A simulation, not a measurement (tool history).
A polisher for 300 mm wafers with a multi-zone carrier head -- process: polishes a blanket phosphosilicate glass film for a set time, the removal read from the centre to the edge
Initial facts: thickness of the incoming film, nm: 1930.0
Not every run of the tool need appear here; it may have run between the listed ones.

| run | hour | flow of slurry (ml/min) | pressure of the head's centre zone | pressure of the head's middle zone | pressure of the head's edge zone | abrasive content of the slurry | polishing time (s) | film removed at the wafer's centre (Å) | film removed at mid-radius (Å) | film removed at the wafer's edge (Å) |
|---|---|---|---|---|---|---|---|---|---|---|
| 1 | 0.0 | 205 | 1.00 | 1.00 | 1.00 | 1.00 | 86 | 5507.4 | 5526.1 | 5536.1 |
| 2 | 3.6 | 200 | 0.96 | 0.99 | 0.97 | 0.90 | 85 | 4868.9 | 5156.3 | 5062.6 |
| 3 | 5.8 | 195 | 0.93 | 0.97 | 0.94 | 0.80 | 85 | 4254.9 | 4649.8 | 4523.1 |
| 4 | 6.9 | 190 | 0.91 | 0.95 | 0.91 | 0.80 | 85 | 4094.1 | 4516.2 | 4497.3 |
| 5 | 14.3 | 190 | 0.91 | 1.00 | 0.91 | 0.80 | 85 | 4123.1 | 4558.0 | 4479.3 |
| 6 | 21.8 | 185 | 0.90 | 1.00 | 0.89 | 0.75 | 85 | 3890.7 | 4413.6 | 4236.2 |
| 7 | 23.9 | 180 | 0.89 | 0.99 | 0.87 | 0.75 | 85 | 3876.0 | 4239.6 | 4192.9 |
| 8 | 31.7 | 180 | 0.87 | 1.00 | 0.86 | 0.75 | 85 | 3706.0 | 4448.5 | 4241.8 |
| 9 | 37.4 | 175 | 0.87 | 0.99 | 0.85 | 0.75 | 85 | 3717.7 | 4279.5 | 4142.1 |
| 10 | 42.5 | 170 | 0.86 | 0.98 | 0.84 | 0.75 | 85 | 3665.2 | 4256.4 | 4109.8 |
| 11 | 43.1 | 155 | 0.84 | 0.94 | 0.81 | 0.65 | 85 | 3094.5 | 3608.1 | 3498.6 |
| 12 | 47.6 | 170 | 0.84 | 0.94 | 0.82 | 0.65 | 85 | 3105.8 | 3589.1 | 3555.2 |
| 13 | 53.9 | 175 | 0.85 | 0.95 | 0.84 | 0.65 | 85 | 3177.8 | 3637.0 | 3586.4 |
| 14 | 55.8 | 175 | 0.86 | 0.96 | 0.86 | 0.65 | 85 | 3204.6 | 3714.9 | 3634.1 |
| 15 | 64.1 | 215 | 0.90 | 0.97 | 0.93 | 0.70 | 85 | 3681.0 | 4004.9 | 4112.8 |
| 16 | 66.1 | 205 | 0.89 | 0.97 | 0.92 | 0.70 | 85 | 3560.1 | 3938.5 | 4114.4 |
| 17 | 71.0 | 205 | 0.89 | 1.01 | 0.84 | 0.65 | 85 | 3371.0 | 3813.7 | 3659.3 |
| 18 | 76.6 | 205 | 0.89 | 1.01 | 0.86 | 0.65 | 85 | 3382.5 | 3832.4 | 3682.5 |

The next listed run, before its measurement:
| 19 | 82.1 | 205 | 0.89 | 1.01 | 0.87 | 0.65 | 85 | ? | ? | ? |

Run 19 came out at film removed at the wafer's centre (Å) 3379.9, film removed at mid-radius (Å) 3874.3, film removed at the wafer's edge (Å) 3660.3.
